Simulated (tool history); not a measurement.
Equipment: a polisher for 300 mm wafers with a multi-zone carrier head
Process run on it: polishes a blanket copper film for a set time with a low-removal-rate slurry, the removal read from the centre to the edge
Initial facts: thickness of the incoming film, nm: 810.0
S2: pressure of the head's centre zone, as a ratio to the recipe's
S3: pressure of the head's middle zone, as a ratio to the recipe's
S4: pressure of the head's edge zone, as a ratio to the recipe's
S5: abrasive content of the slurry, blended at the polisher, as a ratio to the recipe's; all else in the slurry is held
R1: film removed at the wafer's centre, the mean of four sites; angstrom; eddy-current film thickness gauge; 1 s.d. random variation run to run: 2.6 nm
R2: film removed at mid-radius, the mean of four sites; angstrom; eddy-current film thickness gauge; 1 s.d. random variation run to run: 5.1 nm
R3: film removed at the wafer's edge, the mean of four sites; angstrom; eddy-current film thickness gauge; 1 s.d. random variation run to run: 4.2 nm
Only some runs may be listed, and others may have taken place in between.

run 1 hour=0.0 | flow_of_slurry_(ml/min)=300 S2=1.00 S3=1.00 S4=1.00 S5=1.00 polishing_time_(s)=77 | R1=2580.6 R2=2683.7 R3=2708.8
run 2 hour=5.2 | flow_of_slurry_(ml/min)=300 S2=0.97 S3=1.00 S4=1.00 S5=1.00 polishing_time_(s)=77 | R1=2510.6 R2=2618.4 R3=2700.3
run 3 hour=11.0 | flow_of_slurry_(ml/min)=300 S2=0.97 S3=1.00 S4=1.00 S5=0.90 polishing_time_(s)=77 | R1=2492.4 R2=2654.0 R3=2678.3
run 4 hour=14.3 | flow_of_slurry_(ml/min)=305 S2=0.99 S3=1.02 S4=1.00 S5=0.90 polishing_time_(s)=78 | R1=2563.9 R2=2699.3 R3=2701.3
run 5 hour=21.2 | flow_of_slurry_(ml/min)=305 S2=0.99 S3=0.98 S4=1.00 S5=0.90 polishing_time_(s)=78 | R1=2531.7 R2=2554.2 R3=2695.3
run 6 hour=24.5 | flow_of_slurry_(ml/min)=305 S2=0.99 S3=0.98 S4=1.09 S5=0.90 polishing_time_(s)=78 | R1=2577.9 R2=2570.6 R3=2892.3
run 7 hour=28.4 | flow_of_slurry_(ml/min)=310 S2=1.01 S3=1.00 S4=1.08 S5=0.95 polishing_time_(s)=79 | R1=2661.3 R2=2737.9 R3=2935.1
run 8 hour=35.2 | flow_of_slurry_(ml/min)=380 S2=1.11 S3=1.05 S4=0.98 S5=1.20 polishing_time_(s)=88 | R1=3507.8 R2=3292.3 R3=3203.8

Expected results for the next run?
run 9 hour=41.6 | flow_of_slurry_(ml/min)=380 S2=1.11 S3=1.06 S4=0.98 S5=1.20 polishing_time_(s)=88 | R1=? R2=? R3=?

R1: 3439.6 angstrom
R2: 3316.3 angstrom
R3: 3162.3 angstrom
